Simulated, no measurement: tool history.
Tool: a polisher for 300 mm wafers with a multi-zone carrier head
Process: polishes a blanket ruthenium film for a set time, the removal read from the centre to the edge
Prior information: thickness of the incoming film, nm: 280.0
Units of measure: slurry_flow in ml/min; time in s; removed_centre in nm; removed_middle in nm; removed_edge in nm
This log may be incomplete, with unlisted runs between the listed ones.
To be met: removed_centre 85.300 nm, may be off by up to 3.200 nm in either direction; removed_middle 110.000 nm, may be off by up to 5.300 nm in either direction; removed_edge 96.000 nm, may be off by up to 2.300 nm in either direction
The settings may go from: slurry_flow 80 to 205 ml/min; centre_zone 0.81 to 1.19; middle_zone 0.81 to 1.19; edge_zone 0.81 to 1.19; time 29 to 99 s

{"run": 1, "hour": 0.0, "slurry_flow": 135, "centre_zone": 1.0, "middle_zone": 1.0, "edge_zone": 1.0, "time": 64, "removed_centre": 83.229, "removed_middle": 83.198, "removed_edge": 88.673}
{"run": 2, "hour": 6.5, "slurry_flow": 135, "centre_zone": 1.0, "middle_zone": 1.0, "edge_zone": 0.97, "time": 64, "removed_centre": 82.59, "removed_middle": 85.306, "removed_edge": 87.993}
{"run": 3, "hour": 14.8, "slurry_flow": 140, "centre_zone": 0.99, "middle_zone": 1.02, "edge_zone": 0.97, "time": 64, "removed_centre": 82.836, "removed_middle": 86.285, "removed_edge": 88.839}
{"run": 4, "hour": 16.0, "slurry_flow": 140, "centre_zone": 1.03, "middle_zone": 1.02, "edge_zone": 0.97, "time": 64, "removed_centre": 86.44, "removed_middle": 87.314, "removed_edge": 87.618}
{"run": 5, "hour": 25.0, "slurry_flow": 125, "centre_zone": 1.03, "middle_zone": 1.02, "edge_zone": 0.97, "time": 64, "removed_centre": 81.805, "removed_middle": 83.363, "removed_edge": 86.791}
{"run": 6, "hour": 27.9, "slurry_flow": 125, "centre_zone": 1.03, "middle_zone": 0.98, "edge_zone": 0.97, "time": 64, "removed_centre": 81.933, "removed_middle": 80.618, "removed_edge": 86.625}
{"run": 7, "hour": 34.6, "slurry_flow": 130, "centre_zone": 1.01, "middle_zone": 1.0, "edge_zone": 0.97, "time": 64, "removed_centre": 84.071, "removed_middle": 84.142, "removed_edge": 87.231}
{"run": 8, "hour": 39.3, "slurry_flow": 135, "centre_zone": 1.0, "middle_zone": 1.02, "edge_zone": 0.97, "time": 64, "removed_centre": 84.234, "removed_middle": 86.628, "removed_edge": 87.306}
{"run": 9, "hour": 40.4, "slurry_flow": 135, "centre_zone": 0.98, "middle_zone": 1.04, "edge_zone": 0.98, "time": 64, "removed_centre": 80.421, "removed_middle": 88.549, "removed_edge": 88.09}
{"run": 10, "hour": 49.3, "slurry_flow": 170, "centre_zone": 0.97, "middle_zone": 1.14, "edge_zone": 0.99, "time": 66, "removed_centre": 87.648, "removed_middle": 102.51, "removed_edge": 93.952}
{"run": 11, "hour": 50.8, "slurry_flow": 170, "centre_zone": 0.96, "middle_zone": 1.15, "edge_zone": 0.99, "time": 66, "removed_centre": 87.345, "removed_middle": 102.29, "removed_edge": 94.715}
{"run": 12, "hour": 59.8, "slurry_flow": 170, "centre_zone": 0.95, "middle_zone": 1.15, "edge_zone": 0.98, "time": 66, "removed_centre": 86.511, "removed_middle": 103.5, "removed_edge": 94.023}

4 next moves are on the table. One of them brings every result within its allowed miss. Which?
{"run": "A", "hour": 68.8, "slurry_flow": 130, "centre_zone": 0.93, "middle_zone": 1.19, "edge_zone": 0.97, "time": 71, "removed_centre": "?", "removed_middle": "?", "removed_edge": "?"}
{"run": "B", "hour": 68.8, "slurry_flow": 175, "centre_zone": 0.98, "middle_zone": 1.18, "edge_zone": 0.93, "time": 66, "removed_centre": "?", "removed_middle": "?", "removed_edge": "?"}
{"run": "C", "hour": 68.8, "slurry_flow": 155, "centre_zone": 0.95, "middle_zone": 1.13, "edge_zone": 1.13, "time": 64, "removed_centre": "?", "removed_middle": "?", "removed_edge": "?"}
{"run": "D", "hour": 68.8, "slurry_flow": 185, "centre_zone": 0.92, "middle_zone": 1.02, "edge_zone": 0.98, "time": 67, "removed_centre": "?", "removed_middle": "?", "removed_edge": "?"}

move=A removed_centre=85.533 removed_middle=105.000 removed_edge=96.168
move=B removed_centre=89.762 removed_middle=102.950 removed_edge=91.488
move=C removed_centre=82.234 removed_middle=94.025 removed_edge=96.446
move=D removed_centre=86.295 removed_middle=93.136 removed_edge=96.152
A: meets every target
B: its largest miss is bigger than the last run's
C: its largest miss is bigger than the last run's
D: its largest miss is bigger than the last run's
A meets every target.

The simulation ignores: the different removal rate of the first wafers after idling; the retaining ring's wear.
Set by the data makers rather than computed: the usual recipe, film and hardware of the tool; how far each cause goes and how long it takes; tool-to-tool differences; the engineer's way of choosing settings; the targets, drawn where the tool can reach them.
